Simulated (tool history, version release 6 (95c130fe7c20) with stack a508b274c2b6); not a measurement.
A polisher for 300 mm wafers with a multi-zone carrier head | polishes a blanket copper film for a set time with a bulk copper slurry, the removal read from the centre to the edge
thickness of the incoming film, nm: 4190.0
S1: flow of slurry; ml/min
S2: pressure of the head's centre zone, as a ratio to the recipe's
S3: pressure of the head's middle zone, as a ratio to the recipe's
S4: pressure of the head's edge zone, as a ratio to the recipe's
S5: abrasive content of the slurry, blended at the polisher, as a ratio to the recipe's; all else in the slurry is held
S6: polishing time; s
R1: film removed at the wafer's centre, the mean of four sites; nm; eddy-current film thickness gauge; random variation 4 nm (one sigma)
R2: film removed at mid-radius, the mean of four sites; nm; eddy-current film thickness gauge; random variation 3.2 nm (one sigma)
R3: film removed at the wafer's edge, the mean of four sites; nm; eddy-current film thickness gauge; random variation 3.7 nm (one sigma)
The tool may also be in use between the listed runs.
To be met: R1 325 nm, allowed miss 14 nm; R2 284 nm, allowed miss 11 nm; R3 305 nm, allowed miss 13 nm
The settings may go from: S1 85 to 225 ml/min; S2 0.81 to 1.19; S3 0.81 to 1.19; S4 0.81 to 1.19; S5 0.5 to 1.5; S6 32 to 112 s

{"run": 1, "hour": 0.0, "S1": 145, "S2": 1, "S3": 1, "S4": 1, "S5": 1, "S6": 72, "R1": 389.44, "R2": 382.21, "R3": 393.77}
{"run": 2, "hour": 5.2, "S1": 145, "S2": 1, "S3": 1, "S4": 1.06, "S5": 1, "S6": 72, "R1": 389.37, "R2": 393.26, "R3": 393.01}
{"run": 3, "hour": 9.7, "S1": 145, "S2": 1.01, "S3": 0.99, "S4": 1.05, "S5": 0.95, "S6": 70, "R1": 368.66, "R2": 359.92, "R3": 382.28}
{"run": 4, "hour": 16.4, "S1": 145, "S2": 1.01, "S3": 0.99, "S4": 1.05, "S5": 0.95, "S6": 78, "R1": 418.78, "R2": 402.05, "R3": 428.72}
{"run": 5, "hour": 25.0, "S1": 145, "S2": 1.03, "S3": 1, "S4": 1.04, "S5": 0.9, "S6": 75, "R1": 409.96, "R2": 387.46, "R3": 403.63}
{"run": 6, "hour": 26.5, "S1": 145, "S2": 1.03, "S3": 0.93, "S4": 1.04, "S5": 0.9, "S6": 75, "R1": 395.77, "R2": 369.23, "R3": 403.77}
{"run": 7, "hour": 33.1, "S1": 145, "S2": 1.04, "S3": 0.94, "S4": 1.03, "S5": 0.85, "S6": 73, "R1": 394.99, "R2": 359.77, "R3": 378.41}
{"run": 8, "hour": 40.8, "S1": 140, "S2": 1.04, "S3": 0.93, "S4": 1.02, "S5": 0.8, "S6": 73, "R1": 375.71, "R2": 343.21, "R3": 366.7}
{"run": 9, "hour": 48.5, "S1": 105, "S2": 1.06, "S3": 0.85, "S4": 0.92, "S5": 0.65, "S6": 72, "R1": 316.07, "R2": 265.85, "R3": 308.87}

4 next moves are on the table. One of them brings every result within its allowed miss. Which?
{"run": "A", "hour": 56.2, "S1": 115, "S2": 1.04, "S3": 0.83, "S4": 0.95, "S5": 0.5, "S6": 75, "R1": "?", "R2": "?", "R3": "?"}
{"run": "B", "hour": 56.2, "S1": 100, "S2": 1.1, "S3": 0.94, "S4": 0.97, "S5": 0.8, "S6": 66, "R1": "?", "R2": "?", "R3": "?"}
{"run": "C", "hour": 56.2, "S1": 100, "S2": 1.05, "S3": 0.81, "S4": 0.92, "S5": 0.75, "S6": 67, "R1": "?", "R2": "?", "R3": "?"}
{"run": "D", "hour": 56.2, "S1": 155, "S2": 0.93, "S3": 0.97, "S4": 0.96, "S5": 0.8, "S6": 62, "R1": "?", "R2": "?", "R3": "?"}

move=A R1=304.27 R2=256.66 R3=293.22
move=B R1=329.99 R2=287.65 R3=308.43
move=C R1=312.13 R2=258.06 R3=298.89
move=D R1=295.29 R2=307.36 R3=310.43
A: further off than the last run
B: meets every target
C: further off than the last run
D: takes the result that was furthest off past its target
Answer: B
